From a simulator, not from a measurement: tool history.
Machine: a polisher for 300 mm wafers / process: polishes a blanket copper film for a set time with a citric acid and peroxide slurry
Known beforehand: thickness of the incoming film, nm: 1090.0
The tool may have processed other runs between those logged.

| run | hour | flow of slurry (ml/min) | pressure of the wafer on the pad (psi) | speed of the pad under the wafer (cm/s) | abrasive content of the slurry | polishing time (s) | film removed (Å) |
|---|---|---|---|---|---|---|---|
| 1 | 0 | 185 | 3.5 | 98 | 1 | 120 | 2855.9 |
| 2 | 3.5 | 180 | 2.9 | 96 | 1 | 120 | 2373.3 |
| 3 | 8.5 | 160 | 2.9 | 96 | 1 | 120 | 2286.1 |
| 4 | 10.4 | 150 | 2.6 | 96 | 1 | 120 | 2044.6 |
| 5 | 15 | 150 | 2.6 | 96 | 1.1 | 120 | 2091.7 |
| 6 | 15.9 | 150 | 2.6 | 96 | 0.9 | 120 | 2006.4 |
| 7 | 23.1 | 145 | 2.4 | 96 | 0.9 | 120 | 1833.3 |

For run 8, what comes out?
| 8 | 25.1 | 140 | 2.3 | 96 | 0.9 | 120 | ? |

film removed (Å): 1751.1

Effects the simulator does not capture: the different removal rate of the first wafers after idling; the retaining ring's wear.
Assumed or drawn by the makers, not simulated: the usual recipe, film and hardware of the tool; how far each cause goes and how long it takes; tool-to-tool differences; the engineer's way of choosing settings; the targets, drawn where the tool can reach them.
